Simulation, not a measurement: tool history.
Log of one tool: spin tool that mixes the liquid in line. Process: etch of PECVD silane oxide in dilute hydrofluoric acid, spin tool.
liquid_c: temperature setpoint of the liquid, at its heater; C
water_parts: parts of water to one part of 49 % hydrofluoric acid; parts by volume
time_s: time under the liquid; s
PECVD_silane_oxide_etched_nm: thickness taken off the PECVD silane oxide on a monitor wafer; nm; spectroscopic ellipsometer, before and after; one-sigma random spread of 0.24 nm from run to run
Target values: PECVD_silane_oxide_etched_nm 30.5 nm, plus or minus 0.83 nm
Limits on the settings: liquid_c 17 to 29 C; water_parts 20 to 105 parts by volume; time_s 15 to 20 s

run	hour	liquid_c	water_parts	time_s	PECVD_silane_oxide_etched_nm
1	0	21	55	20	16.049
2	7	21	75	20	11.295
3	9	23	65	20	14.415
4	11.8	24.5	60	20	16.717
5	20.5	25.5	55	20	19.094
6	27.9	22.5	55	20	16.705
7	36.1	24	50	20	20.146
8	43.8	25	45	20	23.074
9	46.3	26	45	20	24.461
10	53.8	26.5	45	20	24.652
11	59.2	27	45	20	25.219
12	59.9	27.5	45	20	25.744
13	68.7	28	45	20	26.024

4 next moves are on the table. One of them brings every result within its allowed miss. Which?
A	77.5	27	40	20	?
B	77.5	28.5	50	20	?
C	77.5	26.5	30	15	?
D	77.5	28.5	40	20	?

move	PECVD_silane_oxide_etched_nm
A	28.704
B	24.033
C	28.533
D	30.493
A: nearer the targets than the last run, but a result is still out of spec
B: its largest miss is bigger than the last run's
C: nearer the targets than the last run, but a result is still out of spec
D: hits every target within its allowed miss
The right move is D.
